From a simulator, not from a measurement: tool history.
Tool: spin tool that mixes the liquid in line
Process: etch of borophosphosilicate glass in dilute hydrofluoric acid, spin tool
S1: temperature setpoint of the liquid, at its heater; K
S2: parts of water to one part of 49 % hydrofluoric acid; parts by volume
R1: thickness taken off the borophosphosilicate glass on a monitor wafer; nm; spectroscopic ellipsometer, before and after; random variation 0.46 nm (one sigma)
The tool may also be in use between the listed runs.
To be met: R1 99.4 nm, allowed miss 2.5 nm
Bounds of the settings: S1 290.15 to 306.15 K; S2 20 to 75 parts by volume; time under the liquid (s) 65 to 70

run 1 hour=0 | S1=298.15 S2=45 time_under_the_liquid_(s)=65 | R1=76.617
run 2 hour=5 | S1=298.15 S2=60 time_under_the_liquid_(s)=65 | R1=56.666
run 3 hour=12.5 | S1=300.15 S2=55 time_under_the_liquid_(s)=65 | R1=67.686
run 4 hour=20.7 | S1=301.65 S2=55 time_under_the_liquid_(s)=65 | R1=70.655
run 5 hour=28.4 | S1=302.65 S2=55 time_under_the_liquid_(s)=65 | R1=74.309
run 6 hour=33.7 | S1=300.15 S2=55 time_under_the_liquid_(s)=65 | R1=67.153
run 7 hour=40.6 | S1=301.65 S2=55 time_under_the_liquid_(s)=65 | R1=71.529
run 8 hour=46.4 | S1=302.65 S2=55 time_under_the_liquid_(s)=65 | R1=74.889
run 9 hour=50.5 | S1=303.65 S2=55 time_under_the_liquid_(s)=65 | R1=77.774
run 10 hour=53.6 | S1=304.15 S2=55 time_under_the_liquid_(s)=65 | R1=78.826
run 11 hour=56.3 | S1=304.15 S2=55 time_under_the_liquid_(s)=65 | R1=78.623
run 12 hour=60.8 | S1=304.65 S2=55 time_under_the_liquid_(s)=65 | R1=79.932
run 13 hour=69.7 | S1=305.15 S2=55 time_under_the_liquid_(s)=65 | R1=82.04
run 14 hour=70.4 | S1=305.65 S2=50 time_under_the_liquid_(s)=65 | R1=93.018

4 next moves are on the table. One of them brings every result within its allowed miss. Which?
run A hour=71.1 | S1=301.15 S2=40 time_under_the_liquid_(s)=65 | R1=?
run B hour=71.1 | S1=306.15 S2=50 time_under_the_liquid_(s)=65 | R1=?
run C hour=71.1 | S1=306.15 S2=55 time_under_the_liquid_(s)=65 | R1=?
run D hour=71.1 | S1=306.15 S2=45 time_under_the_liquid_(s)=65 | R1=?

move=A R1=97.898
move=B R1=93.829
move=C R1=84.599
move=D R1=105.12
A: meets every target
B: nearer than the last run, and not there yet
C: further off than the last run
D: takes the result that was furthest off past its target
The right move is A.
